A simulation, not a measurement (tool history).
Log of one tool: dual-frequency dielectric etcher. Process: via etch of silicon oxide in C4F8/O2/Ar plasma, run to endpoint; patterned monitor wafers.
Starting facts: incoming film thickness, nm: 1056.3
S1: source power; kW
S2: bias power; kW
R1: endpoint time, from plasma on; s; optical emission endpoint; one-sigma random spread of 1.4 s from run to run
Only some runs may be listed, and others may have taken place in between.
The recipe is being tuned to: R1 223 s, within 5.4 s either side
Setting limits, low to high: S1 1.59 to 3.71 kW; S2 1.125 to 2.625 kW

{"run": 1, "hour": 0.0, "S1": 2.65, "S2": 1.875, "R1": 197.77}
{"run": 2, "hour": 6.8, "S1": 2.65, "S2": 1.647, "R1": 206.18}
{"run": 3, "hour": 10.3, "S1": 2.57, "S2": 1.63, "R1": 205.79}
{"run": 4, "hour": 19.0, "S1": 2.57, "S2": 1.504, "R1": 209.96}
{"run": 5, "hour": 27.2, "S1": 2.98, "S2": 1.504, "R1": 202.42}
{"run": 6, "hour": 30.7, "S1": 2.86, "S2": 1.457, "R1": 205.15}
{"run": 7, "hour": 36.9, "S1": 2.76, "S2": 1.419, "R1": 210.02}
{"run": 8, "hour": 37.6, "S1": 2.69, "S2": 1.395, "R1": 211.17}
{"run": 9, "hour": 44.5, "S1": 2.62, "S2": 1.369, "R1": 215.95}
{"run": 10, "hour": 49.9, "S1": 2.58, "S2": 1.36, "R1": 217.22}

Exactly one of the 5 candidate moves below puts every result within its allowed miss. Which one?
{"run": "A", "hour": 55.3, "S1": 2.8, "S2": 1.577, "R1": "?"}
{"run": "B", "hour": 55.3, "S1": 2.89, "S2": 1.394, "R1": "?"}
{"run": "C", "hour": 55.3, "S1": 2.72, "S2": 1.125, "R1": "?"}
{"run": "D", "hour": 55.3, "S1": 2.07, "S2": 1.286, "R1": "?"}
{"run": "E", "hour": 55.3, "S1": 2.56, "S2": 1.556, "R1": "?"}

move=A R1=203.72
move=B R1=207.81
move=C R1=223.71
move=D R1=238.54
move=E R1=211.04
A: moves away from the targets compared with the last run
B: moves away from the targets compared with the last run
C: every result lands within tolerance
D: pushes the last run's worst result past its target
E: moves away from the targets compared with the last run
C is the move that brings every result within its allowed miss.

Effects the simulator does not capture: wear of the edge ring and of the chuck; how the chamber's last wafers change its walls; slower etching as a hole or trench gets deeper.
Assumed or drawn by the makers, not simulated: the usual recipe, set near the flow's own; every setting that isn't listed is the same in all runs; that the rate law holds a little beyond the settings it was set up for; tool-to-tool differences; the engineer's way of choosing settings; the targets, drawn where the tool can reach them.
